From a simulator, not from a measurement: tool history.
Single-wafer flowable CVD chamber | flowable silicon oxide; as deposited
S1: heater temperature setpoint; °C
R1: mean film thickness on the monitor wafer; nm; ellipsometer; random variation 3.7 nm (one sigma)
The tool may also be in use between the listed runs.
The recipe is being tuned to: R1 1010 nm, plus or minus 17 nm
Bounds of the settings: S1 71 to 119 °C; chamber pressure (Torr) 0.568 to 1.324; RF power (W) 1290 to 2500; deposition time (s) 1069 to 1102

{"run": 1, "hour": 0.0, "S1": 95, "chamber pressure (Torr)": 0.946, "RF power (W)": 1895, "deposition time (s)": 1069, "R1": 912}
{"run": 2, "hour": 1.0, "S1": 100, "chamber pressure (Torr)": 0.946, "RF power (W)": 1895, "deposition time (s)": 1069, "R1": 779.83}
{"run": 3, "hour": 5.7, "S1": 100, "chamber pressure (Torr)": 0.946, "RF power (W)": 1720, "deposition time (s)": 1069, "R1": 763.54}
{"run": 4, "hour": 11.3, "S1": 106, "chamber pressure (Torr)": 0.946, "RF power (W)": 1720, "deposition time (s)": 1069, "R1": 630.44}
{"run": 5, "hour": 17.2, "S1": 103, "chamber pressure (Torr)": 0.946, "RF power (W)": 1720, "deposition time (s)": 1069, "R1": 690.14}
{"run": 6, "hour": 24.7, "S1": 95, "chamber pressure (Torr)": 0.946, "RF power (W)": 1720, "deposition time (s)": 1069, "R1": 893.54}
{"run": 7, "hour": 31.2, "S1": 94, "chamber pressure (Torr)": 0.946, "RF power (W)": 1720, "deposition time (s)": 1069, "R1": 922.35}
{"run": 8, "hour": 38.9, "S1": 93, "chamber pressure (Torr)": 0.946, "RF power (W)": 1720, "deposition time (s)": 1069, "R1": 949.39}
{"run": 9, "hour": 45.7, "S1": 92, "chamber pressure (Torr)": 0.946, "RF power (W)": 1720, "deposition time (s)": 1069, "R1": 976.71}

5 next moves are on the table. One of them brings every result within its allowed miss. Which?
{"run": "A", "hour": 52.5, "S1": 90, "chamber pressure (Torr)": 0.925, "RF power (W)": 1690, "deposition time (s)": 1069, "R1": "?"}
{"run": "B", "hour": 52.5, "S1": 93, "chamber pressure (Torr)": 0.943, "RF power (W)": 1730, "deposition time (s)": 1102, "R1": "?"}
{"run": "C", "hour": 52.5, "S1": 92, "chamber pressure (Torr)": 0.945, "RF power (W)": 1655, "deposition time (s)": 1071, "R1": "?"}
{"run": "D", "hour": 52.5, "S1": 92, "chamber pressure (Torr)": 0.916, "RF power (W)": 1935, "deposition time (s)": 1069, "R1": "?"}
{"run": "E", "hour": 52.5, "S1": 88, "chamber pressure (Torr)": 0.898, "RF power (W)": 1555, "deposition time (s)": 1097, "R1": "?"}

move=A R1=1026.6
move=B R1=985.5
move=C R1=979.62
move=D R1=984.36
move=E R1=1060.9
A: hits every target within its allowed miss
B: closer than the last run, but not yet in spec
C: closer than the last run, but not yet in spec
D: closer than the last run, but not yet in spec
E: takes the biggest miss from the last run beyond its target
So the answer is move A, the one that meets all the targets.
